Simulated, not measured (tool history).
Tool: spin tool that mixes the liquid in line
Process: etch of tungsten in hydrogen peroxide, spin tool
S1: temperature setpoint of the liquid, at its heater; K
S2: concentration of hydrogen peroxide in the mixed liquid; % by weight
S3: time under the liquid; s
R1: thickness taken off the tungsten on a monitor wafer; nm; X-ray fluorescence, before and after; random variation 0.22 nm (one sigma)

run	hour	S1	S2	S3	R1
1	0.0	319.15	23	15	32.181
2	2.0	319.15	27	15	35.098
3	10.1	319.65	27	15	36.126
4	12.7	319.65	27	15	36.112
5	14.6	319.65	29	15	37.424
6	16.5	320.15	29	15	38.890
7	17.1	320.65	29	15	39.683

Run 8 comes next. What will it give?
8	25.1	321.15	29	15	?

R1: 41.507 nm
